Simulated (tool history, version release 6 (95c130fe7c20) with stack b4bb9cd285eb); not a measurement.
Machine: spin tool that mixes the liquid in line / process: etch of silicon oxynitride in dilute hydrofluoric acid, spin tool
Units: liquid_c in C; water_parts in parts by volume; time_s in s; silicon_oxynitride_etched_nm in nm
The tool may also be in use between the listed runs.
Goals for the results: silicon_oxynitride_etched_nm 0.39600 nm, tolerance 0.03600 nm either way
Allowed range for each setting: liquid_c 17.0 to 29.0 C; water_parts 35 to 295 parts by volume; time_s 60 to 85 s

Run 1, hour 0.0: liquid_c 21.0 C, water_parts 165 parts by volume, time_s 85 s. Result: silicon_oxynitride_etched_nm 0.63234 nm.
Run 2, hour 7.4: liquid_c 21.0 C, water_parts 165 parts by volume, time_s 85 s. Result: silicon_oxynitride_etched_nm 0.65782 nm.
Run 3, hour 11.4: liquid_c 17.5 C, water_parts 165 parts by volume, time_s 85 s. Result: silicon_oxynitride_etched_nm 0.54208 nm.
Run 4, hour 13.5: liquid_c 17.5 C, water_parts 175 parts by volume, time_s 85 s. Result: silicon_oxynitride_etched_nm 0.51141 nm.
Run 5, hour 14.2: liquid_c 17.5 C, water_parts 185 parts by volume, time_s 85 s. Result: silicon_oxynitride_etched_nm 0.47996 nm.
Run 6, hour 19.2: liquid_c 17.5 C, water_parts 185 parts by volume, time_s 85 s. Result: silicon_oxynitride_etched_nm 0.45910 nm.
Run 7, hour 23.6: liquid_c 17.5 C, water_parts 190 parts by volume, time_s 85 s. Result: silicon_oxynitride_etched_nm 0.45486 nm.
Run 8, hour 32.5: liquid_c 17.5 C, water_parts 195 parts by volume, time_s 85 s. Result: silicon_oxynitride_etched_nm 0.43914 nm.

Which of these 4 next moves meets every target?
Run A, hour 41.4: liquid_c 17.0 C, water_parts 150 parts by volume, time_s 60 s. Result: silicon_oxynitride_etched_nm ?.
Run B, hour 41.4: liquid_c 21.5 C, water_parts 200 parts by volume, time_s 85 s. Result: silicon_oxynitride_etched_nm ?.
Run C, hour 41.4: liquid_c 17.0 C, water_parts 225 parts by volume, time_s 75 s. Result: silicon_oxynitride_etched_nm ?.
Run D, hour 41.4: liquid_c 17.0 C, water_parts 200 parts by volume, time_s 65 s. Result: silicon_oxynitride_etched_nm ?.

move  silicon_oxynitride_etched_nm
   A                       0.40906
   B                       0.52062
   C                       0.32598
   D                       0.32249
A: all results land within tolerance of their targets
B: lands further from the targets than the last run did
C: moves the result that the last run missed by most past its target, out the other side
D: moves the result that the last run missed by most past its target, out the other side
The move that meets every target is A.
